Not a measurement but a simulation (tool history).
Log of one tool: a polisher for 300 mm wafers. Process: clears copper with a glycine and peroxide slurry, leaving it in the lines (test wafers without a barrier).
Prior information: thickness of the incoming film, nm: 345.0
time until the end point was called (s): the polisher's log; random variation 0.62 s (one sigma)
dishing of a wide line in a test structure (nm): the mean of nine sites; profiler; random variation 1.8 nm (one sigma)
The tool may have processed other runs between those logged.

run	hour	flow of slurry (ml/min)	pressure of the wafer on the pad (kPa)	speed of the pad under the wafer (cm/s)	overpolish time after the end point (s)	time until the end point was called (s)	dishing of a wide line in a test structure (nm)
1	0.0	200	11.7	112	22	92.247	44.586
2	5.0	200	11.7	94	22	104.740	41.980
3	13.2	205	13.1	100	23	92.353	47.698
4	18.0	205	14.5	106	24	82.747	52.264
5	26.7	205	14.5	106	18	86.070	40.518
6	33.5	205	15.2	114	20	77.974	49.764
7	36.3	205	15.9	120	21	73.031	54.556
8	41.9	210	16.5	126	22	67.959	57.310
9	46.7	210	17.2	130	23	65.512	62.842

Predict the results of run 10:
10	47.9	210	17.2	136	23	?	?

For run 10 the tool returned time until the end point was called (s) 61.822, dishing of a wide line in a test structure (nm) 64.908.

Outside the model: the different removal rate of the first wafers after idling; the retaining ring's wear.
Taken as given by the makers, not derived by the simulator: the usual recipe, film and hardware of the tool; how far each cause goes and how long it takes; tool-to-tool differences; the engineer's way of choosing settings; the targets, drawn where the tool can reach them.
